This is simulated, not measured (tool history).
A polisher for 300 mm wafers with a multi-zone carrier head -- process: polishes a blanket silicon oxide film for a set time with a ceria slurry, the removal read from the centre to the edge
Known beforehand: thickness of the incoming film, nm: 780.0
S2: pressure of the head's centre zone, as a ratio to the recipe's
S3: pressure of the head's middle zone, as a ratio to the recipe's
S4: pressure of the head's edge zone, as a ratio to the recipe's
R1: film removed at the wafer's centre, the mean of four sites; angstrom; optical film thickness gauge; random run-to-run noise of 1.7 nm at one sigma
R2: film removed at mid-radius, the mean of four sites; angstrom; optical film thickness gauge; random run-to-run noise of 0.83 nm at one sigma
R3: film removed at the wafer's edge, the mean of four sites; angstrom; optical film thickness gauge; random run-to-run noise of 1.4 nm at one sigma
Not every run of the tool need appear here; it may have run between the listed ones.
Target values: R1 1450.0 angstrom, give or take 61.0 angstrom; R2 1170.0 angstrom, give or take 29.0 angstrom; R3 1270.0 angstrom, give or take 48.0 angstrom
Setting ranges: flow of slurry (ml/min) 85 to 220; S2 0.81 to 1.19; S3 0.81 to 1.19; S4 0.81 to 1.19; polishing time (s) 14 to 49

{"run": 1, "day": 0.0, "flow of slurry (ml/min)": 140, "S2": 1.0, "S3": 1.0, "S4": 1.0, "polishing time (s)": 31, "R1": 2221.0, "R2": 2170.2, "R3": 2180.9}
{"run": 2, "day": 0.075, "flow of slurry (ml/min)": 135, "S2": 1.01, "S3": 0.97, "S4": 0.97, "polishing time (s)": 28, "R1": 2003.0, "R2": 1894.5, "R3": 1952.4}
{"run": 3, "day": 0.367, "flow of slurry (ml/min)": 130, "S2": 1.03, "S3": 0.95, "S4": 0.94, "polishing time (s)": 26, "R1": 1899.4, "R2": 1735.4, "R3": 1761.5}
{"run": 4, "day": 0.6, "flow of slurry (ml/min)": 130, "S2": 1.03, "S3": 0.95, "S4": 0.94, "polishing time (s)": 23, "R1": 1625.5, "R2": 1534.4, "R3": 1565.4}
{"run": 5, "day": 0.688, "flow of slurry (ml/min)": 130, "S2": 0.95, "S3": 0.95, "S4": 0.94, "polishing time (s)": 23, "R1": 1529.9, "R2": 1511.7, "R3": 1577.4}
{"run": 6, "day": 0.925, "flow of slurry (ml/min)": 130, "S2": 0.95, "S3": 0.95, "S4": 0.99, "polishing time (s)": 23, "R1": 1543.1, "R2": 1510.0, "R3": 1597.4}
{"run": 7, "day": 1.258, "flow of slurry (ml/min)": 125, "S2": 0.98, "S3": 0.93, "S4": 0.97, "polishing time (s)": 22, "R1": 1505.2, "R2": 1422.8, "R3": 1512.7}
{"run": 8, "day": 1.492, "flow of slurry (ml/min)": 120, "S2": 1.0, "S3": 0.91, "S4": 0.95, "polishing time (s)": 22, "R1": 1510.4, "R2": 1395.3, "R3": 1499.5}
{"run": 9, "day": 1.708, "flow of slurry (ml/min)": 115, "S2": 1.02, "S3": 0.89, "S4": 0.93, "polishing time (s)": 21, "R1": 1435.8, "R2": 1287.1, "R3": 1382.1}
{"run": 10, "day": 2.029, "flow of slurry (ml/min)": 110, "S2": 1.04, "S3": 0.88, "S4": 0.92, "polishing time (s)": 21, "R1": 1444.5, "R2": 1260.2, "R3": 1357.0}
{"run": 11, "day": 2.075, "flow of slurry (ml/min)": 105, "S2": 1.05, "S3": 0.87, "S4": 0.91, "polishing time (s)": 21, "R1": 1451.7, "R2": 1232.5, "R3": 1352.0}
{"run": 12, "day": 2.354, "flow of slurry (ml/min)": 100, "S2": 1.06, "S3": 0.87, "S4": 0.9, "polishing time (s)": 21, "R1": 1446.4, "R2": 1210.0, "R3": 1344.2}
{"run": 13, "day": 2.429, "flow of slurry (ml/min)": 100, "S2": 1.07, "S3": 0.87, "S4": 0.88, "polishing time (s)": 21, "R1": 1473.0, "R2": 1215.8, "R3": 1324.8}
{"run": 14, "day": 2.696, "flow of slurry (ml/min)": 100, "S2": 1.07, "S3": 0.87, "S4": 0.87, "polishing time (s)": 21, "R1": 1472.1, "R2": 1205.2, "R3": 1323.2}
{"run": 15, "day": 2.754, "flow of slurry (ml/min)": 100, "S2": 1.07, "S3": 0.87, "S4": 0.86, "polishing time (s)": 21, "R1": 1472.5, "R2": 1225.0, "R3": 1323.3}
{"run": 16, "day": 2.879, "flow of slurry (ml/min)": 100, "S2": 1.07, "S3": 0.87, "S4": 0.85, "polishing time (s)": 21, "R1": 1464.6, "R2": 1224.9, "R3": 1320.8}

Below are 5 possible settings for the next run. Only one of them brings all results inside the allowed miss of their targets. Which is it?
{"run": "A", "day": 3.004, "flow of slurry (ml/min)": 85, "S2": 1.05, "S3": 0.87, "S4": 0.83, "polishing time (s)": 20, "R1": "?", "R2": "?", "R3": "?"}
{"run": "B", "day": 3.004, "flow of slurry (ml/min)": 125, "S2": 1.04, "S3": 0.95, "S4": 0.82, "polishing time (s)": 18, "R1": "?", "R2": "?", "R3": "?"}
{"run": "C", "day": 3.004, "flow of slurry (ml/min)": 100, "S2": 1.13, "S3": 0.89, "S4": 0.89, "polishing time (s)": 20, "R1": "?", "R2": "?", "R3": "?"}
{"run": "D", "day": 3.004, "flow of slurry (ml/min)": 90, "S2": 1.03, "S3": 0.87, "S4": 0.85, "polishing time (s)": 21, "R1": "?", "R2": "?", "R3": "?"}
{"run": "E", "day": 3.004, "flow of slurry (ml/min)": 105, "S2": 1.09, "S3": 0.81, "S4": 0.85, "polishing time (s)": 20, "R1": "?", "R2": "?", "R3": "?"}

move=A R1=1302.8 R2=1096.5 R3=1198.9
move=B R1=1304.6 R2=1173.8 R3=1147.7
move=C R1=1474.2 R2=1169.8 R3=1275.6
move=D R1=1370.0 R2=1171.2 R3=1286.6
move=E R1=1444.6 R2=1096.8 R3=1261.6
A: takes the biggest miss from the last run beyond its target
B: brings the result that was furthest off to its target, and leaves another outside
C: all results land within tolerance of their targets
D: brings the result that was furthest off to its target, and leaves another outside
E: takes the biggest miss from the last run beyond its target
The right move is C.
